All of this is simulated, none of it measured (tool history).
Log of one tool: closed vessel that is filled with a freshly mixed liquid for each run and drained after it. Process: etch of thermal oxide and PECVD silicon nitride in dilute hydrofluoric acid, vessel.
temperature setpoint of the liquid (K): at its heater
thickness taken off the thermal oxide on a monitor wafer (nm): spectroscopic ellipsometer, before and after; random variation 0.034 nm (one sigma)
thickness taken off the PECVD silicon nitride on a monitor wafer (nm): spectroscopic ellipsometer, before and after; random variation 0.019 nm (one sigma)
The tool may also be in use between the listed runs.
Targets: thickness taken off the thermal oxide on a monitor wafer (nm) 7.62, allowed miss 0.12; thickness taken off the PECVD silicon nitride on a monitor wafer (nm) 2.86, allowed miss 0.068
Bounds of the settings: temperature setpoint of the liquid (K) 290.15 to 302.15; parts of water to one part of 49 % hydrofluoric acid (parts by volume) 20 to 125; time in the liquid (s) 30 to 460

run,hour,temperature setpoint of the liquid (K),parts of water to one part of 49 % hydrofluoric acid (parts by volume),time in the liquid (s),thickness taken off the thermal oxide on a monitor wafer (nm),thickness taken off the PECVD silicon nitride on a monitor wafer (nm)
1,0,294.15,70,235,17.86,6.4721
2,6.1,294.15,95,235,12.986,4.7861
3,8.4,294.15,85,235,14.61,5.3412
4,15.5,294.15,95,230,12.591,4.6777
5,16.6,291.65,95,230,11.513,3.9637
6,19.5,291.65,75,230,14.674,5.0084
7,28.6,292.15,85,225,12.984,4.4369
8,32.2,295.15,115,200,9.1963,3.6576
9,37.7,294.65,115,200,9.0605,3.5474

Which of these 4 next moves meets every target?
A,43.2,294.15,120,185,?,?
B,43.2,297.65,125,160,?,?
C,43.2,293.65,115,175,?,?
D,43.2,293.15,120,195,?,?

move,thickness taken off the thermal oxide on a monitor wafer (nm),thickness taken off the PECVD silicon nitride on a monitor wafer (nm)
A,7.9484,2.9791
B,7.5432,3.1208
C,7.7278,2.8404
D,8.0445,2.935
A: nearer than the last run, and not there yet
B: brings the result that was furthest off to its target, and leaves another outside
C: meets every target
D: nearer than the last run, and not there yet
Move C is the one to make.
